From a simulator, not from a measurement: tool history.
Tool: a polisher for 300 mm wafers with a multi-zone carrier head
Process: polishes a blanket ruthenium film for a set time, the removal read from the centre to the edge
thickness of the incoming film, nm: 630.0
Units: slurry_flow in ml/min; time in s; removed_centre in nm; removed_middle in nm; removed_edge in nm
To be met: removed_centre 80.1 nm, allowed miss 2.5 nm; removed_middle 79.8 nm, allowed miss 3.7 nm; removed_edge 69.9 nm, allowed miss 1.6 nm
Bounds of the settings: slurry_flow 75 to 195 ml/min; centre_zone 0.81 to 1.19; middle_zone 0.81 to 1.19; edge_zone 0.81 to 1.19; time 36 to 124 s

run 1 day=0 | slurry_flow=125 centre_zone=1 middle_zone=1 edge_zone=1 time=79 | removed_centre=79.371 removed_middle=76.564 removed_edge=75.742
run 2 day=0.129 | slurry_flow=125 centre_zone=1.01 middle_zone=1.02 edge_zone=0.97 time=79 | removed_centre=81.476 removed_middle=77.385 removed_edge=76.073
run 3 day=0.15 | slurry_flow=125 centre_zone=1.01 middle_zone=1.02 edge_zone=0.97 time=63 | removed_centre=63.97 removed_middle=62.994 removed_edge=59.815
run 4 day=0.325 | slurry_flow=140 centre_zone=1.03 middle_zone=1.05 edge_zone=0.99 time=64 | removed_centre=68.362 removed_middle=66.87 removed_edge=62.622
run 5 day=0.454 | slurry_flow=140 centre_zone=1.09 middle_zone=1.05 edge_zone=0.99 time=64 | removed_centre=74.155 removed_middle=67.002 removed_edge=62.994
run 6 day=0.533 | slurry_flow=150 centre_zone=1.09 middle_zone=1.08 edge_zone=1.01 time=64 | removed_centre=74.155 removed_middle=68.594 removed_edge=62.885
run 7 day=0.767 | slurry_flow=155 centre_zone=1.08 middle_zone=1.1 edge_zone=1.03 time=66 | removed_centre=76.301 removed_middle=73.26 removed_edge=66.427
run 8 day=0.796 | slurry_flow=160 centre_zone=1.08 middle_zone=1.11 edge_zone=1.04 time=66 | removed_centre=76.489 removed_middle=73.794 removed_edge=67.777
run 9 day=1.108 | slurry_flow=165 centre_zone=1.08 middle_zone=1.12 edge_zone=1.04 time=66 | removed_centre=76.446 removed_middle=75.332 removed_edge=68.037
run 10 day=1.346 | slurry_flow=170 centre_zone=1.08 middle_zone=1.13 edge_zone=1.04 time=66 | removed_centre=76.913 removed_middle=74.162 removed_edge=67.851
run 11 day=1.562 | slurry_flow=170 centre_zone=1.09 middle_zone=1.15 edge_zone=1.05 time=66 | removed_centre=77.888 removed_middle=76.448 removed_edge=67.858

Which of these 4 next moves meets every target?
run A day=1.779 | slurry_flow=195 centre_zone=1.18 middle_zone=1.19 edge_zone=1.11 time=60 | removed_centre=? removed_middle=? removed_edge=?
run B day=1.779 | slurry_flow=160 centre_zone=1.01 middle_zone=1.08 edge_zone=1 time=69 | removed_centre=? removed_middle=? removed_edge=?
run C day=1.779 | slurry_flow=145 centre_zone=1.09 middle_zone=1.16 edge_zone=1.03 time=70 | removed_centre=? removed_middle=? removed_edge=?
run D day=1.779 | slurry_flow=180 centre_zone=1.17 middle_zone=1.05 edge_zone=1.13 time=64 | removed_centre=? removed_middle=? removed_edge=?

move=A removed_centre=78.834 removed_middle=75.008 removed_edge=64.801
move=B removed_centre=74.641 removed_middle=76.82 removed_edge=69.169
move=C removed_centre=79.989 removed_middle=81.215 removed_edge=70.101
move=D removed_centre=82.116 removed_middle=70.954 removed_edge=69.226
A: further off than the last run
B: brings the result that was furthest off to its target, and leaves another outside
C: meets every target
D: brings the result that was furthest off to its target, and leaves another outside
The right move is C.
